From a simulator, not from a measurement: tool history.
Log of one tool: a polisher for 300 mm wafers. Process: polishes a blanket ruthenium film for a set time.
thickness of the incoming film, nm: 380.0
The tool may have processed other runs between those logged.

| run | hour | flow of slurry (ml/min) | pressure of the wafer on the pad (psi) | speed of the pad under the wafer (cm/s) | polishing time (s) | film removed (Å) |
|---|---|---|---|---|---|---|
| 1 | 0 | 265 | 2.4 | 86 | 26 | 285.22 |
| 2 | 0.5 | 295 | 2.4 | 86 | 26 | 290.97 |
| 3 | 3.6 | 295 | 2.7 | 86 | 26 | 316.39 |
| 4 | 8.1 | 295 | 2.5 | 86 | 26 | 308.27 |
| 5 | 10.7 | 295 | 2.5 | 86 | 23 | 258.64 |
| 6 | 13 | 340 | 2.5 | 86 | 23 | 269.26 |
| 7 | 21.4 | 340 | 2.4 | 86 | 23 | 254.88 |

The next listed run, before its measurement:
| 8 | 28.7 | 340 | 2.3 | 86 | 23 | ? |

film removed (Å): 243.43

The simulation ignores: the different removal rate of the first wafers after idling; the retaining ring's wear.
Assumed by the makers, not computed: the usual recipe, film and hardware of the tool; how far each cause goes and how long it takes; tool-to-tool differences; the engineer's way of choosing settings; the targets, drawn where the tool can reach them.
